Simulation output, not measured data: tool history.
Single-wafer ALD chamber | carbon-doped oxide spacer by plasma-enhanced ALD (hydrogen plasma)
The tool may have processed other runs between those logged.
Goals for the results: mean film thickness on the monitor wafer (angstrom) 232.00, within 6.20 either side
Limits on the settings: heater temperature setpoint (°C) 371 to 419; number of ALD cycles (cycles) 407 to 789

run	hour	heater temperature setpoint (°C)	number of ALD cycles (cycles)	mean film thickness on the monitor wafer (angstrom)
1	0.0	395	598	296.62
2	4.1	395	652	322.54
3	7.1	395	682	340.36
4	10.2	389	682	338.24
5	11.9	389	612	304.48
6	14.6	389	693	343.26
7	19.4	389	616	304.02
8	26.9	389	565	281.23
9	27.6	389	528	262.97
10	33.7	389	505	250.36
11	34.8	389	492	244.77
12	38.6	389	483	239.83

Which of these 5 next moves meets every target?
A	42.4	388	494	?
B	42.4	394	512	?
C	42.4	395	495	?
D	42.4	395	462	?
E	42.4	393	515	?

move	mean film thickness on the monitor wafer (angstrom)
A	244.12
B	253.02
C	244.62
D	228.31
E	254.50
A: lands further from the targets than the last run did
B: lands further from the targets than the last run did
C: lands further from the targets than the last run did
D: every result within its allowed miss
E: lands further from the targets than the last run did
So the answer is move D, the one that meets all the targets.

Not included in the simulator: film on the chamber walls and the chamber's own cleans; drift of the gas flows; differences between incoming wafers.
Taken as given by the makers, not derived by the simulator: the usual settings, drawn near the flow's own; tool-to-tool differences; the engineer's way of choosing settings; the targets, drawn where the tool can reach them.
